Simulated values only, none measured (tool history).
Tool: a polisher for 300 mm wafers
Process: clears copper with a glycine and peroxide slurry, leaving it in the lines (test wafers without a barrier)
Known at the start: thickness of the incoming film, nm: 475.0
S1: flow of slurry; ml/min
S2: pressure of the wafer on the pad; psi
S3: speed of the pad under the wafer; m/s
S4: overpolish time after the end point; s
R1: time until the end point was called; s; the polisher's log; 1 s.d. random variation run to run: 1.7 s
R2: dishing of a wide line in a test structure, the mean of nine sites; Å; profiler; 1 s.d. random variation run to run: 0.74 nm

run  hour   S1   S2    S3  S4       R1      R2
  1   0.0  175  2.9  0.86  20   95.363  655.36
  2   1.5  155  2.9  0.86  20   98.066  648.75
  3   3.4  130  2.9  0.86  20  104.330  606.68
  4   6.4  125  2.8  0.90  16  103.280  495.43
  5  11.1  125  2.8  0.92  14  103.660  467.21
  6  12.4  145  2.8  0.92  14   98.549  480.75
  7  13.8  160  2.4  1.02   6   98.594  237.92
  8  22.8  155  2.5  1.00   7  100.570  268.57

For run 9, what comes out?
  9  25.3  155  2.6  0.98   7   ?   ?

R1: 98.078 s
R2: 265.72 Å

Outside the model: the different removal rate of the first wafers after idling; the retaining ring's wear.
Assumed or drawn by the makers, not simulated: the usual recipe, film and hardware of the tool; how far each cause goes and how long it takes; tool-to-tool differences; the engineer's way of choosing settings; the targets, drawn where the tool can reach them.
